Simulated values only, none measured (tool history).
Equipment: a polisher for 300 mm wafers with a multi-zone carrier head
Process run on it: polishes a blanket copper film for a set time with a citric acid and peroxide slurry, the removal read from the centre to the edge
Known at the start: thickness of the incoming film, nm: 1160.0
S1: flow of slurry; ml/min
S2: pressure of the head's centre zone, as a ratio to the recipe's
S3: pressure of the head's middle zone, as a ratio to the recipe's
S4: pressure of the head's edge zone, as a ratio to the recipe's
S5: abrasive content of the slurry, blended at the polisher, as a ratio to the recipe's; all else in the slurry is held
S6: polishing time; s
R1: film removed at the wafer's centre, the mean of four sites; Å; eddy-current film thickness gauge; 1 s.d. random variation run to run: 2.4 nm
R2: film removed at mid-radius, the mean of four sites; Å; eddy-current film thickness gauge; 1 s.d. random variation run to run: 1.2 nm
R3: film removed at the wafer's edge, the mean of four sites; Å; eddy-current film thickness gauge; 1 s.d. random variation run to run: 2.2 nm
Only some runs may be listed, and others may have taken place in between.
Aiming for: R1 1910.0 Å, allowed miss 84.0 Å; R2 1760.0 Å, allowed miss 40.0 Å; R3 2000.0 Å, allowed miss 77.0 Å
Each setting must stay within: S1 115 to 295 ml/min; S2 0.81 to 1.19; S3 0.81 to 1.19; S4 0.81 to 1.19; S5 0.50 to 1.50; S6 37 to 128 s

{"run": 1, "day": 0.0, "S1": 190, "S2": 1.0, "S3": 1.0, "S4": 1.0, "S5": 1.0, "S6": 82, "R1": 1307.1, "R2": 1325.0, "R3": 1325.0}
{"run": 2, "day": 0.029, "S1": 210, "S2": 1.0, "S3": 1.0, "S4": 1.0, "S5": 1.0, "S6": 82, "R1": 1321.6, "R2": 1325.3, "R3": 1360.8}
{"run": 3, "day": 0.346, "S1": 230, "S2": 1.03, "S3": 1.01, "S4": 1.05, "S5": 1.15, "S6": 85, "R1": 1464.0, "R2": 1434.1, "R3": 1448.6}
{"run": 4, "day": 0.558, "S1": 240, "S2": 1.02, "S3": 0.98, "S4": 1.08, "S5": 1.25, "S6": 91, "R1": 1587.8, "R2": 1525.0, "R3": 1625.7}
{"day": 0.858, "done": "slurry nozzle cleaned"}
{"run": 5, "day": 0.858, "S1": 245, "S2": 1.02, "S3": 0.97, "S4": 1.1, "S5": 1.3, "S6": 94, "R1": 1685.6, "R2": 1627.3, "R3": 1703.0}
{"run": 6, "day": 0.938, "S1": 245, "S2": 1.02, "S3": 0.94, "S4": 1.12, "S5": 1.35, "S6": 96, "R1": 1759.5, "R2": 1634.8, "R3": 1809.5}
{"run": 7, "day": 0.996, "S1": 245, "S2": 1.02, "S3": 0.94, "S4": 1.13, "S5": 1.4, "S6": 97, "R1": 1797.7, "R2": 1655.2, "R3": 1859.5}
{"run": 8, "day": 1.079, "S1": 250, "S2": 1.02, "S3": 0.94, "S4": 1.14, "S5": 1.45, "S6": 98, "R1": 1804.4, "R2": 1697.5, "R3": 1862.3}
{"run": 9, "day": 1.292, "S1": 250, "S2": 1.02, "S3": 0.93, "S4": 1.15, "S5": 1.45, "S6": 99, "R1": 1847.2, "R2": 1710.5, "R3": 1880.4}
{"run": 10, "day": 1.358, "S1": 270, "S2": 1.0, "S3": 0.9, "S4": 1.19, "S5": 1.5, "S6": 101, "R1": 1883.8, "R2": 1690.8, "R3": 2035.9}

Next run, 5 choices. One meets every target within its allowed miss, the rest don't. Which?
{"run": "A", "day": 1.425, "S1": 270, "S2": 1.08, "S3": 0.9, "S4": 1.17, "S5": 1.45, "S6": 98, "R1": "?", "R2": "?", "R3": "?"}
{"run": "B", "day": 1.425, "S1": 170, "S2": 1.05, "S3": 0.86, "S4": 1.19, "S5": 1.35, "S6": 105, "R1": "?", "R2": "?", "R3": "?"}
{"run": "C", "day": 1.425, "S1": 295, "S2": 1.0, "S3": 0.84, "S4": 1.19, "S5": 1.35, "S6": 104, "R1": "?", "R2": "?", "R3": "?"}
{"run": "D", "day": 1.425, "S1": 290, "S2": 1.02, "S3": 0.94, "S4": 1.18, "S5": 1.5, "S6": 100, "R1": "?", "R2": "?", "R3": "?"}
{"run": "E", "day": 1.425, "S1": 295, "S2": 0.95, "S3": 0.85, "S4": 1.19, "S5": 1.45, "S6": 107, "R1": "?", "R2": "?", "R3": "?"}

move=A R1=1972.8 R2=1654.3 R3=1918.3
move=B R1=1916.7 R2=1599.0 R3=1969.8
move=C R1=1941.7 R2=1651.3 R3=2041.7
move=D R1=1936.4 R2=1773.8 R3=1987.6
move=E R1=1930.8 R2=1738.4 R3=2127.9
A: the biggest miss grows against the last run
B: the biggest miss grows against the last run
C: the biggest miss grows against the last run
D: all results land within tolerance of their targets
E: gets the furthest-off result to its target, but another result is out of tolerance
D is the move that brings every result within its allowed miss.
